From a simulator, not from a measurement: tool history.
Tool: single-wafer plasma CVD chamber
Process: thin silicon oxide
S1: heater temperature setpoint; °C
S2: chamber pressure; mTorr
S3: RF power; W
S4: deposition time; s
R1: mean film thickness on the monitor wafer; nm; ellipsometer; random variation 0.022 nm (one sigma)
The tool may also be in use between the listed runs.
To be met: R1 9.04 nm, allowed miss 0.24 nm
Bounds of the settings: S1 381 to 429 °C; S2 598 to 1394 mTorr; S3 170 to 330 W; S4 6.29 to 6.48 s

run 1 hour=0 | S1=405 S2=996 S3=250 S4=6.29 | R1=12.385
run 2 hour=7.6 | S1=405 S2=917 S3=245 S4=6.29 | R1=11.419
run 3 hour=12.4 | S1=405 S2=863 S3=245 S4=6.29 | R1=10.767
run 4 hour=20.6 | S1=405 S2=827 S3=245 S4=6.29 | R1=10.287
run 5 hour=23.7 | S1=405 S2=802 S3=245 S4=6.29 | R1=10.012
run 6 hour=29.9 | S1=405 S2=783 S3=245 S4=6.29 | R1=9.732
run 7 hour=35.3 | S1=405 S2=770 S3=245 S4=6.29 | R1=9.5554
run 8 hour=38.6 | S1=405 S2=760 S3=245 S4=6.29 | R1=9.3858
run 9 hour=43 | S1=405 S2=754 S3=245 S4=6.29 | R1=9.3575
run 10 hour=45.8 | S1=405 S2=703 S3=245 S4=6.29 | R1=8.5981
run 11 hour=51.6 | S1=405 S2=710 S3=245 S4=6.29 | R1=8.6923
run 12 hour=55.1 | S1=405 S2=716 S3=245 S4=6.29 | R1=8.7591

Which of these 5 next moves meets every target?
run A hour=58.6 | S1=404 S2=680 S3=235 S4=6.48 | R1=?
run B hour=58.6 | S1=429 S2=687 S3=260 S4=6.29 | R1=?
run C hour=58.6 | S1=403 S2=760 S3=240 S4=6.46 | R1=?
run D hour=58.6 | S1=400 S2=752 S3=195 S4=6.29 | R1=?
run E hour=58.6 | S1=414 S2=699 S3=265 S4=6.43 | R1=?

move=A R1=8.3315
move=B R1=8.4738
move=C R1=9.588
move=D R1=8.3126
move=E R1=9.0033
A: further off than the last run
B: further off than the last run
C: takes the result that was furthest off past its target
D: further off than the last run
E: meets every target
Answer: E
